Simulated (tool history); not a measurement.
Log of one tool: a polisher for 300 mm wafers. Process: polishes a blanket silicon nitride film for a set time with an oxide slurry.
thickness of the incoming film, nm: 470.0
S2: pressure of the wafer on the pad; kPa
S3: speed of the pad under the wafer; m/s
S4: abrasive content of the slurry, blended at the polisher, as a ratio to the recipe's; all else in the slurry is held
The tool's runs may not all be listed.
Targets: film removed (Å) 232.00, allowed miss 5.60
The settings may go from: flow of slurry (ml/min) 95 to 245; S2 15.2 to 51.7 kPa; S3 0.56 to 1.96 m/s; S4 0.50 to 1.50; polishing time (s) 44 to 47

Run 1, hour 0.0: flow of slurry (ml/min) 155, S2 33.1 kPa, S3 1.26 m/s, S4 1.00, polishing time (s) 44. Result: film removed (Å) 403.47.
Run 2, hour 1.0: flow of slurry (ml/min) 145, S2 28.3 kPa, S3 1.26 m/s, S4 1.00, polishing time (s) 44. Result: film removed (Å) 346.65.
Run 3, hour 2.3: flow of slurry (ml/min) 145, S2 28.3 kPa, S3 1.26 m/s, S4 1.00, polishing time (s) 44. Result: film removed (Å) 348.48.
Run 4, hour 7.9: flow of slurry (ml/min) 145, S2 28.3 kPa, S3 1.26 m/s, S4 0.80, polishing time (s) 44. Result: film removed (Å) 309.53.
Run 5, hour 14.0: flow of slurry (ml/min) 140, S2 25.5 kPa, S3 1.26 m/s, S4 0.80, polishing time (s) 44. Result: film removed (Å) 287.14.
Run 6, hour 21.9: flow of slurry (ml/min) 140, S2 25.5 kPa, S3 1.46 m/s, S4 0.80, polishing time (s) 44. Result: film removed (Å) 319.42.
Run 7, hour 27.2: flow of slurry (ml/min) 115, S2 15.9 kPa, S3 1.44 m/s, S4 0.80, polishing time (s) 44. Result: film removed (Å) 217.08.
Run 8, hour 30.6: flow of slurry (ml/min) 125, S2 15.9 kPa, S3 1.44 m/s, S4 0.80, polishing time (s) 44. Result: film removed (Å) 219.53.
Run 9, hour 38.3: flow of slurry (ml/min) 135, S2 15.9 kPa, S3 1.44 m/s, S4 0.80, polishing time (s) 44. Result: film removed (Å) 223.73.
Run 10, hour 44.1: flow of slurry (ml/min) 135, S2 15.9 kPa, S3 1.44 m/s, S4 0.80, polishing time (s) 44. Result: film removed (Å) 225.18.
Run 11, hour 47.6: flow of slurry (ml/min) 135, S2 15.9 kPa, S3 1.44 m/s, S4 0.80, polishing time (s) 44. Result: film removed (Å) 224.13.
Run 12, hour 51.1: flow of slurry (ml/min) 140, S2 15.9 kPa, S3 1.44 m/s, S4 0.80, polishing time (s) 44. Result: film removed (Å) 223.27.

Which of these 5 next moves meets every target?
Run A, hour 54.6: flow of slurry (ml/min) 140, S2 16.5 kPa, S3 1.32 m/s, S4 0.80, polishing time (s) 45. Result: film removed (Å) ?.
Run B, hour 54.6: flow of slurry (ml/min) 175, S2 15.2 kPa, S3 1.34 m/s, S4 0.80, polishing time (s) 44. Result: film removed (Å) ?.
Run C, hour 54.6: flow of slurry (ml/min) 115, S2 24.8 kPa, S3 1.02 m/s, S4 0.65, polishing time (s) 47. Result: film removed (Å) ?.
Run D, hour 54.6: flow of slurry (ml/min) 125, S2 15.2 kPa, S3 1.54 m/s, S4 0.85, polishing time (s) 44. Result: film removed (Å) ?.
Run E, hour 54.6: flow of slurry (ml/min) 150, S2 18.6 kPa, S3 1.30 m/s, S4 0.70, polishing time (s) 44. Result: film removed (Å) ?.

move  film removed (Å)
   A            222.42
   B            216.26
   C            216.19
   D            233.49
   E            220.05
A: further off than the last run
B: further off than the last run
C: further off than the last run
D: meets every target
E: further off than the last run
Move D is the one to make.
